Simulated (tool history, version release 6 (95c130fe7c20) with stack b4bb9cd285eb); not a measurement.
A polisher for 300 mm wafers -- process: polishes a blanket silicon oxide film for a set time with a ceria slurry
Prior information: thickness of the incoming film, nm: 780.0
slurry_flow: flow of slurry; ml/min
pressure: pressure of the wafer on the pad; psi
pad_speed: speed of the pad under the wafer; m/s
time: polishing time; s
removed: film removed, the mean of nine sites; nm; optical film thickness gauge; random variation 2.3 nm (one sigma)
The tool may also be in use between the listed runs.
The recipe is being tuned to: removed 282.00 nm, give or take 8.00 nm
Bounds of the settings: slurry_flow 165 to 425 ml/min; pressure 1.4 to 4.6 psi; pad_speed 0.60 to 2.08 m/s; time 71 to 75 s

run,hour,slurry_flow,pressure,pad_speed,time,removed
1,0.0,275,3.0,1.34,71,400.15
2,2.3,245,3.0,1.34,71,402.42
3,6.3,245,3.0,1.34,71,391.80
4,14.0,240,2.9,1.34,71,382.87
5,17.7,240,2.8,1.34,71,369.05
6,22.8,240,2.7,1.34,71,357.28
7,27.1,240,2.6,1.34,71,344.67
8,33.5,240,2.5,1.34,71,331.64
9,37.7,240,2.4,1.34,71,320.81
10,44.4,240,2.3,1.34,71,307.47
11,51.6,240,2.2,1.34,71,290.01

Which of these 4 next moves meets every target?
A,58.8,230,2.1,1.24,71,?
B,58.8,220,2.5,1.20,73,?
C,58.8,205,2.0,1.34,71,?
D,58.8,165,1.7,1.70,74,?

move,removed
A,259.12
B,303.50
C,262.65
D,285.83
A: carries the result that was furthest off beyond its target, to the other side
B: its largest miss is bigger than the last run's
C: carries the result that was furthest off beyond its target, to the other side
D: in spec on every target
The move that meets every target is D.

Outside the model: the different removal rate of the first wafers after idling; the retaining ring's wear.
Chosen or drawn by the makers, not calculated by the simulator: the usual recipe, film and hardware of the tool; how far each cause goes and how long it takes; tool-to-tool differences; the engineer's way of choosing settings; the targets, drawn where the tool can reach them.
